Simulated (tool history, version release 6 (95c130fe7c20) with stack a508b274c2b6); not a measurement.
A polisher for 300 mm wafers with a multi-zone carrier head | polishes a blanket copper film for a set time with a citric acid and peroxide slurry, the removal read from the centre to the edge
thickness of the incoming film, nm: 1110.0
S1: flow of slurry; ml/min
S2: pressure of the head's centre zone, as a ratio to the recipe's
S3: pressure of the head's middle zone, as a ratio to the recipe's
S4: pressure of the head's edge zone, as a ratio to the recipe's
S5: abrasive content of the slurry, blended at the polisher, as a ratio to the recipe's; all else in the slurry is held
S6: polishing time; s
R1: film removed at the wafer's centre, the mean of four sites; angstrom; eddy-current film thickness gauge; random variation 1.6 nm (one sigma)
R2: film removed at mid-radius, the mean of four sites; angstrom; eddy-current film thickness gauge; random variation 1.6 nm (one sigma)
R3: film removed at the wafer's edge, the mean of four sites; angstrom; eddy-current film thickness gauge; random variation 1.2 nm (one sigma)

run    day   S1    S2    S3    S4    S5  S6      R1      R2      R3
  1      0  160     1     1     1     1  54  1309.1    1351  1339.3
  2  0.104  175  1.03  1.04  1.02  1.05  54  1412.2  1444.8  1352.7
  3  0.304  185  1.04  1.06  1.05  1.15  54  1481.8  1520.5  1430.7
  4  0.396  195  1.05  1.08  1.06  1.15  54  1475.4  1560.5  1442.6
  5  0.496  195  1.05  1.01  1.06  1.15  54  1494.3    1477  1440.6
  6  0.604  195  1.05  1.04  1.06  1.15  54  1465.8  1502.5  1430.7
  7  0.725  195  1.05  1.04  1.06  1.15  54  1506.8  1502.2  1446.4
  8   0.95  205  1.06  1.07  1.07   1.2  54  1542.9    1542  1493.8
  9  1.046  200  1.07   1.1  1.05   1.2  55  1580.2  1605.7  1481.5

The next listed run, before its measurement:
 10  1.321  205  1.08  1.12  1.05  1.2  55   ?   ?   ?

Run 10 gave R1 1617.1 angstrom, R2 1643.9 angstrom, R3 1484.2 angstrom.

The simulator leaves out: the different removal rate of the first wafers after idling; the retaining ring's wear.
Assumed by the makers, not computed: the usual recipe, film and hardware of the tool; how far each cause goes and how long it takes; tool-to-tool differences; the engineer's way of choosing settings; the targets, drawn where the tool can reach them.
